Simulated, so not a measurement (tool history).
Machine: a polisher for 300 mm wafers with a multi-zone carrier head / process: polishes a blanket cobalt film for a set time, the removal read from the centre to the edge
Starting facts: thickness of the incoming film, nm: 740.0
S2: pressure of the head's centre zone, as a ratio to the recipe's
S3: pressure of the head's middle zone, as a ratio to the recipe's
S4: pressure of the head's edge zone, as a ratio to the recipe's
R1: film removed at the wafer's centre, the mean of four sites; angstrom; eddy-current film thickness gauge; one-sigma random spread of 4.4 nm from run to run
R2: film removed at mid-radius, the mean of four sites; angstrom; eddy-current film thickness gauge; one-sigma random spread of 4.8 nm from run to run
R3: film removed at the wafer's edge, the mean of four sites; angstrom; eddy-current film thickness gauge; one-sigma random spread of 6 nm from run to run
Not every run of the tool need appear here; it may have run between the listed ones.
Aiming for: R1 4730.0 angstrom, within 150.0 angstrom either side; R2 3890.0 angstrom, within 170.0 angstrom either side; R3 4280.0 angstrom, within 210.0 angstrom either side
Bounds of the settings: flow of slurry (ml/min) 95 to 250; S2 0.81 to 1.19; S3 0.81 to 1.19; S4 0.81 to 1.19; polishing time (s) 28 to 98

{"run": 1, "day": 0.0, "flow of slurry (ml/min)": 160, "S2": 1.0, "S3": 1.0, "S4": 1.0, "polishing time (s)": 63, "R1": 2648.7, "R2": 3029.3, "R3": 2881.7}
{"run": 2, "day": 0.167, "flow of slurry (ml/min)": 160, "S2": 1.0, "S3": 0.93, "S4": 1.0, "polishing time (s)": 63, "R1": 2642.5, "R2": 2796.2, "R3": 2993.9}
{"run": 3, "day": 0.271, "flow of slurry (ml/min)": 160, "S2": 1.0, "S3": 0.93, "S4": 0.94, "polishing time (s)": 63, "R1": 2633.0, "R2": 2878.7, "R3": 2868.9}
{"run": 4, "day": 0.408, "flow of slurry (ml/min)": 160, "S2": 1.0, "S3": 0.9, "S4": 0.94, "polishing time (s)": 63, "R1": 2655.4, "R2": 2787.4, "R3": 2841.9}
{"run": 5, "day": 0.767, "flow of slurry (ml/min)": 180, "S2": 1.0, "S3": 0.9, "S4": 0.94, "polishing time (s)": 63, "R1": 2696.9, "R2": 2835.6, "R3": 2883.2}
{"run": 6, "day": 1.1, "flow of slurry (ml/min)": 200, "S2": 1.0, "S3": 0.9, "S4": 0.94, "polishing time (s)": 63, "R1": 2665.6, "R2": 2847.3, "R3": 2880.2}
{"run": 7, "day": 1.238, "flow of slurry (ml/min)": 200, "S2": 1.06, "S3": 0.88, "S4": 0.94, "polishing time (s)": 71, "R1": 3214.6, "R2": 3121.4, "R3": 3235.2}
{"run": 8, "day": 1.438, "flow of slurry (ml/min)": 200, "S2": 1.1, "S3": 0.87, "S4": 0.95, "polishing time (s)": 77, "R1": 3650.3, "R2": 3366.0, "R3": 3588.2}
{"run": 9, "day": 1.579, "flow of slurry (ml/min)": 200, "S2": 1.13, "S3": 0.86, "S4": 0.95, "polishing time (s)": 81, "R1": 3908.8, "R2": 3474.9, "R3": 3811.3}
{"run": 10, "day": 1.771, "flow of slurry (ml/min)": 210, "S2": 1.15, "S3": 0.85, "S4": 0.94, "polishing time (s)": 84, "R1": 4153.6, "R2": 3622.0, "R3": 3806.1}
{"day": 1.858, "done": "centre zone pressure recalibrated"}
{"run": 11, "day": 1.858, "flow of slurry (ml/min)": 215, "S2": 1.19, "S3": 0.83, "S4": 1.04, "polishing time (s)": 91, "R1": 5232.0, "R2": 3954.5, "R3": 4416.4}
{"run": 12, "day": 2.154, "flow of slurry (ml/min)": 210, "S2": 1.18, "S3": 0.83, "S4": 1.02, "polishing time (s)": 91, "R1": 5218.1, "R2": 3775.2, "R3": 4422.4}
{"run": 13, "day": 2.346, "flow of slurry (ml/min)": 210, "S2": 1.17, "S3": 0.84, "S4": 1.0, "polishing time (s)": 90, "R1": 5107.2, "R2": 3862.4, "R3": 4373.4}
{"run": 14, "day": 2.596, "flow of slurry (ml/min)": 210, "S2": 1.16, "S3": 0.84, "S4": 0.98, "polishing time (s)": 90, "R1": 5061.5, "R2": 3780.0, "R3": 4303.4}
{"run": 15, "day": 2.846, "flow of slurry (ml/min)": 200, "S2": 1.14, "S3": 0.87, "S4": 0.98, "polishing time (s)": 89, "R1": 4925.3, "R2": 3861.9, "R3": 4229.6}

Below are 4 possible settings for the next run. Only one of them brings all results inside the allowed miss of their targets. Which is it?
{"run": "A", "day": 3.096, "flow of slurry (ml/min)": 215, "S2": 0.96, "S3": 0.88, "S4": 0.87, "polishing time (s)": 95, "R1": "?", "R2": "?", "R3": "?"}
{"run": "B", "day": 3.096, "flow of slurry (ml/min)": 200, "S2": 1.06, "S3": 0.83, "S4": 0.94, "polishing time (s)": 92, "R1": "?", "R2": "?", "R3": "?"}
{"run": "C", "day": 3.096, "flow of slurry (ml/min)": 120, "S2": 1.18, "S3": 0.85, "S4": 1.03, "polishing time (s)": 97, "R1": "?", "R2": "?", "R3": "?"}
{"run": "D", "day": 3.096, "flow of slurry (ml/min)": 145, "S2": 1.15, "S3": 0.81, "S4": 1.02, "polishing time (s)": 96, "R1": "?", "R2": "?", "R3": "?"}

move=A R1=4441.0 R2=4226.1 R3=4228.4
move=B R1=4707.8 R2=3875.2 R3=4220.3
move=C R1=5143.4 R2=3899.2 R3=4435.1
move=D R1=5101.9 R2=3812.5 R3=4450.5
A: the result that was furthest off in the last run now lies on the other side of its target
B: each result inside its tolerance
C: moves away from the targets compared with the last run
D: moves away from the targets compared with the last run
Answer: B

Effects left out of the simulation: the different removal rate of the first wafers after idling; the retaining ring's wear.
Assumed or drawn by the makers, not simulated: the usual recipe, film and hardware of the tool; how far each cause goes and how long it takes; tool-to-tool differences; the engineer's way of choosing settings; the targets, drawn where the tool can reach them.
